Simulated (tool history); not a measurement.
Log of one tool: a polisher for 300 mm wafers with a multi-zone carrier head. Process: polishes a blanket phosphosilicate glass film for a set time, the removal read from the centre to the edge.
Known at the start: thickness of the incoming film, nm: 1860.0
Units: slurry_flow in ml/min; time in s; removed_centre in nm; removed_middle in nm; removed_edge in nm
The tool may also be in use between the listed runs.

Run 1, hour 0: slurry_flow 195 ml/min, centre_zone 1, middle_zone 1, edge_zone 1, slurry_solids 1, time 44 s. Result: removed_centre 394.21 nm, removed_middle 395.1 nm, removed_edge 386.89 nm.
Run 2, hour 4.5: slurry_flow 200 ml/min, centre_zone 1.02, middle_zone 1.01, edge_zone 1.02, slurry_solids 1.05, time 44 s. Result: removed_centre 416.46 nm, removed_middle 408.23 nm, removed_edge 398.03 nm.
Run 3, hour 5.8: slurry_flow 205 ml/min, centre_zone 1.03, middle_zone 1.02, edge_zone 1.04, slurry_solids 1.1, time 44 s. Result: removed_centre 424.84 nm, removed_middle 425.5 nm, removed_edge 413.78 nm.
Run 4, hour 6.4: slurry_flow 205 ml/min, centre_zone 1.03, middle_zone 1.02, edge_zone 1.01, slurry_solids 1.1, time 44 s. Result: removed_centre 424.5 nm, removed_middle 415.68 nm, removed_edge 401.68 nm.
Run 5, hour 12.8: slurry_flow 205 ml/min, centre_zone 1.03, middle_zone 1.02, edge_zone 1.01, slurry_solids 1.1, time 37 s. Result: removed_centre 359.02 nm, removed_middle 354.37 nm, removed_edge 335.66 nm.
Run 6, hour 19.7: slurry_flow 205 ml/min, centre_zone 1.03, middle_zone 1.02, edge_zone 1.01, slurry_solids 1.1, time 47 s. Result: removed_centre 456.63 nm, removed_middle 448.34 nm, removed_edge 430.64 nm.
Run 7, hour 22: slurry_flow 210 ml/min, centre_zone 1.04, middle_zone 1.03, edge_zone 1.03, slurry_solids 1.1, time 47 s. Result: removed_centre 462.33 nm, removed_middle 452.44 nm, removed_edge 435.57 nm.

Forecast run 8:
Run 8, hour 25.6: slurry_flow 215 ml/min, centre_zone 1.05, middle_zone 1.04, edge_zone 1.04, slurry_solids 1.1, time 47 s. Result: removed_centre ?, removed_middle ?, removed_edge ?.

{"run 8": {"removed_centre": 462.17, "removed_middle": 470.52, "removed_edge": 435.32}}

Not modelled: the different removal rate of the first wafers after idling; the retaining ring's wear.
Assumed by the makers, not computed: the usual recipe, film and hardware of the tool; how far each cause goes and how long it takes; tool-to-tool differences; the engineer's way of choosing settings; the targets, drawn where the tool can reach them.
